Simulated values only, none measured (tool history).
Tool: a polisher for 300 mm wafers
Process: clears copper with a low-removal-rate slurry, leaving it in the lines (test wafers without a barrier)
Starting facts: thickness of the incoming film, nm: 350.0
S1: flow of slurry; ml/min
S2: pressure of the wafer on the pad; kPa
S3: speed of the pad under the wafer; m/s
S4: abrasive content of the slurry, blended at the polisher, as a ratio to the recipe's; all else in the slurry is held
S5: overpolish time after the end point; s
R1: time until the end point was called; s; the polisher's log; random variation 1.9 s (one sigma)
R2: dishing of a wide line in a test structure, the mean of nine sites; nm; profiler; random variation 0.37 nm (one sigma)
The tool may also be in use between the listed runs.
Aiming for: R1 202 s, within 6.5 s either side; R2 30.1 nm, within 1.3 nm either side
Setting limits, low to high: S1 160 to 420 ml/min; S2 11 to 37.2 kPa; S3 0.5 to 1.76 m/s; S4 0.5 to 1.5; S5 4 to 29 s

| run | day | S1 | S2 | S3 | S4 | S5 | R1 | R2 |
|---|---|---|---|---|---|---|---|---|
| 1 | 0 | 270 | 24.1 | 1.12 | 1 | 15 | 105.13 | 39.7 |
| 2 | 0.079 | 270 | 21.4 | 1.1 | 1 | 16 | 123.14 | 36.584 |
| 3 | 0.154 | 300 | 21.4 | 1.1 | 1 | 16 | 122.02 | 36.684 |
| 4 | 0.438 | 300 | 21.4 | 1.1 | 1.15 | 16 | 119.46 | 37.696 |
| 5 | 0.529 | 330 | 21.4 | 1.1 | 1.15 | 16 | 117.18 | 37.338 |
| 6 | 0.596 | 325 | 19.3 | 1.08 | 1.15 | 17 | 134.5 | 36.298 |
| 7 | 0.767 | 325 | 17.9 | 1.08 | 1.15 | 17 | 143.01 | 33.357 |
| 8 | 1.104 | 325 | 16.5 | 1.08 | 1.15 | 18 | 153.96 | 32.575 |
| 9 | 1.3 | 325 | 15.9 | 1.08 | 1.15 | 19 | 160.33 | 33.086 |
| 10 | 1.6 | 325 | 15.2 | 1.08 | 1.15 | 19 | 163.85 | 32.195 |
| 11 | 1.775 | 325 | 14.5 | 1.08 | 1.15 | 20 | 176.55 | 32.06 |
| 12 | 2.1 | 320 | 13.8 | 1.08 | 1.15 | 20 | 182.19 | 30.735 |
| 13 | 2.275 | 310 | 13.8 | 1.08 | 1.15 | 20 | 183.24 | 30.562 |

Which one of the following 4 next-run settings gets every result inside its allowed miss? There is exactly one.
| A | 2.45 | 255 | 13.8 | 1.26 | 1.3 | 16 | ? | ? |
| B | 2.45 | 360 | 17.9 | 0.76 | 1.05 | 21 | ? | ? |
| C | 2.45 | 355 | 15.9 | 1.06 | 1.2 | 16 | ? | ? |
| D | 2.45 | 335 | 11.7 | 1.4 | 0.85 | 20 | ? | ? |

| move | R1 | R2 |
|---|---|---|
| A | 158.09 | 29.325 |
| B | 201.34 | 30.601 |
| C | 161.18 | 29.111 |
| D | 173.14 | 32.316 |
A: the biggest miss grows against the last run
B: all results in spec
C: the biggest miss grows against the last run
D: the biggest miss grows against the last run
The right move is B.

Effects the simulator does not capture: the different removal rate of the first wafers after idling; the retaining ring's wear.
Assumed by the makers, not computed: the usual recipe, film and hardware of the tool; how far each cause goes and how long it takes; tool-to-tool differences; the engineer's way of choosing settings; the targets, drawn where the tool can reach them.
